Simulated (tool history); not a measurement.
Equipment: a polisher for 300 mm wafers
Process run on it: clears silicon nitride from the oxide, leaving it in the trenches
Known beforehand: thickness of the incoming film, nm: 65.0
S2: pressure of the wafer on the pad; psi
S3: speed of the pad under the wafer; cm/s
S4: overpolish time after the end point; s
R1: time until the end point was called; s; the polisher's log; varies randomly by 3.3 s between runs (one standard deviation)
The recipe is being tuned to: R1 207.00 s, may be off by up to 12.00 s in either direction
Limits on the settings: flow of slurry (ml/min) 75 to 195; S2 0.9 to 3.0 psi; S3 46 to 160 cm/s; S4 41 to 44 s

Run 1, hour 0.0: flow of slurry (ml/min) 125, S2 1.9 psi, S3 102 cm/s, S4 41 s. Result: R1 149.66 s.
Run 2, hour 4.8: flow of slurry (ml/min) 125, S2 1.8 psi, S3 102 cm/s, S4 41 s. Result: R1 159.73 s.
Run 3, hour 11.4: flow of slurry (ml/min) 125, S2 1.8 psi, S3 102 cm/s, S4 44 s. Result: R1 156.77 s.
Run 4, hour 20.3: flow of slurry (ml/min) 125, S2 1.7 psi, S3 102 cm/s, S4 44 s. Result: R1 160.56 s.
Run 5, hour 21.3: flow of slurry (ml/min) 125, S2 1.7 psi, S3 102 cm/s, S4 44 s. Result: R1 158.44 s.
Run 6, hour 27.7: flow of slurry (ml/min) 125, S2 1.7 psi, S3 88 cm/s, S4 44 s. Result: R1 189.15 s.
At hour 28.7: worn pad replaced by a new one.
Run 7, hour 28.7: flow of slurry (ml/min) 125, S2 1.6 psi, S3 88 cm/s, S4 44 s. Result: R1 176.16 s.
Run 8, hour 36.9: flow of slurry (ml/min) 125, S2 1.5 psi, S3 86 cm/s, S4 44 s. Result: R1 192.68 s.

Which of these 4 next moves meets every target?
Run A, hour 45.1: flow of slurry (ml/min) 135, S2 1.3 psi, S3 100 cm/s, S4 44 s. Result: R1 ?.
Run B, hour 45.1: flow of slurry (ml/min) 115, S2 1.3 psi, S3 88 cm/s, S4 44 s. Result: R1 ?.
Run C, hour 45.1: flow of slurry (ml/min) 100, S2 2.0 psi, S3 82 cm/s, S4 41 s. Result: R1 ?.
Run D, hour 45.1: flow of slurry (ml/min) 145, S2 1.5 psi, S3 90 cm/s, S4 41 s. Result: R1 ?.

move      R1
   A  176.55
   B  207.14
   C  172.52
   D  175.95
A: lands further from the targets than the last run did
B: meets every target
C: lands further from the targets than the last run did
D: lands further from the targets than the last run did
Correct choice: B, which meets every target

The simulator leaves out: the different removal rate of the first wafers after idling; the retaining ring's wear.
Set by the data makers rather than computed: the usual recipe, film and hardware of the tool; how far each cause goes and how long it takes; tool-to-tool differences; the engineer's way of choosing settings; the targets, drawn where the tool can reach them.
